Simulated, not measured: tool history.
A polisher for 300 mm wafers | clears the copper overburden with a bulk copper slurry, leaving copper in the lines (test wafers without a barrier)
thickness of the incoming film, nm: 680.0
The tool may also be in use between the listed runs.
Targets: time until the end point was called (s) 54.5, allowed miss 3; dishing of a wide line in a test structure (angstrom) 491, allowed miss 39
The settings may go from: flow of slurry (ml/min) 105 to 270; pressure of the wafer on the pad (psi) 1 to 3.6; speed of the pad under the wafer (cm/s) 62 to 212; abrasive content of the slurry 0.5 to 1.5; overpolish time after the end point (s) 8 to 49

run,hour,flow of slurry (ml/min),pressure of the wafer on the pad (psi),speed of the pad under the wafer (cm/s),abrasive content of the slurry,overpolish time after the end point (s),time until the end point was called (s),dishing of a wide line in a test structure (angstrom)
1,0,175,2.3,136,1,25,77.121,505.43
2,8.2,175,2.5,138,1,19,68.784,489.2
3,15.7,175,1.9,138,1,19,83.671,444
4,24.6,210,1.9,138,1,19,82.692,455.46
5,30.7,195,1.9,138,1,19,83.569,457.39
6,39,235,1.9,138,1,19,80.555,433.32
7,43,235,2.5,144,1,20,63.647,499.74
8,46.2,235,2.6,146,1,17,59.369,496.05
9,55.1,235,2.6,146,1,16,60.698,509.74
10,55.8,235,2.7,160,1,8,54.6,393.69
11,64.7,235,2.7,156,1,10,55.279,435.97

4 next moves are on the table. One of them brings every result within its allowed miss. Which?
A,73.6,250,2.6,164,1,8,?,?
B,73.6,255,2.7,166,0.95,8,?,?
C,73.6,240,2.9,150,0.95,15,?,?
D,73.6,270,2.6,172,0.75,8,?,?

move,time until the end point was called (s),dishing of a wide line in a test structure (angstrom)
A,53.495,396.03
B,51.807,403.2
C,54.359,499.59
D,54.146,393.7
A: further off than the last run
B: further off than the last run
C: meets every target
D: further off than the last run
Answer: C

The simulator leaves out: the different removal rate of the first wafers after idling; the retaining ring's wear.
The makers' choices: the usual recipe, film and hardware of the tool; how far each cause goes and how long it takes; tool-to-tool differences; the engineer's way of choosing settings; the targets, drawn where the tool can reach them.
